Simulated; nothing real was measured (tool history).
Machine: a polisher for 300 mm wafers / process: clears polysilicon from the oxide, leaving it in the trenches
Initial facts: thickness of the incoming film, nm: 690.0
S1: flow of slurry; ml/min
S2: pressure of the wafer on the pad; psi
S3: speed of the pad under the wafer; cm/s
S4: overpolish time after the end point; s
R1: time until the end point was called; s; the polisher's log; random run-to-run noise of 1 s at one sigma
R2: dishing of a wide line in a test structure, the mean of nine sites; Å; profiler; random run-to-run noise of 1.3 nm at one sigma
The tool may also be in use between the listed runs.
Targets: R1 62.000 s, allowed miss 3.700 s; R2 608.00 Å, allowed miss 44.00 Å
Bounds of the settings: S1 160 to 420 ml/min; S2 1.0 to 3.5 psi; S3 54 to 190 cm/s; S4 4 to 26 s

run,day,S1,S2,S3,S4,R1,R2
1,0.000,270,2.2,122,13,41.302,684.04
2,0.333,270,1.8,122,13,49.970,616.55
3,0.692,270,2.4,122,13,37.676,673.79
4,0.808,235,2.4,122,13,39.969,675.09
5,1.104,300,2.4,122,13,39.129,671.68
6,1.429,300,2.7,122,13,33.969,677.37
7,1.579,300,2.5,120,13,38.982,643.27
8,1.612,300,2.3,120,13,39.744,663.10
9,1.883,300,2.1,118,13,45.803,642.73
10,1.912,300,2.0,118,13,48.275,647.49
11,1.996,300,2.0,118,13,47.435,623.76
12,2.204,300,1.4,114,15,67.207,585.81

Which single option among these 4 for the next run brings every result within its allowed miss of target? Just one does.
A,2.412,280,1.3,112,14,?,?
B,2.412,280,1.4,106,13,?,?
C,2.412,355,1.7,118,22,?,?
D,2.412,330,1.5,114,13,?,?

move,R1,R2
A,73.456,568.19
B,71.877,557.39
C,53.255,666.68
D,62.257,585.95
A: moves away from the targets compared with the last run
B: moves away from the targets compared with the last run
C: takes the biggest miss from the last run beyond its target
D: each result inside its tolerance
Correct choice: D, which meets every target
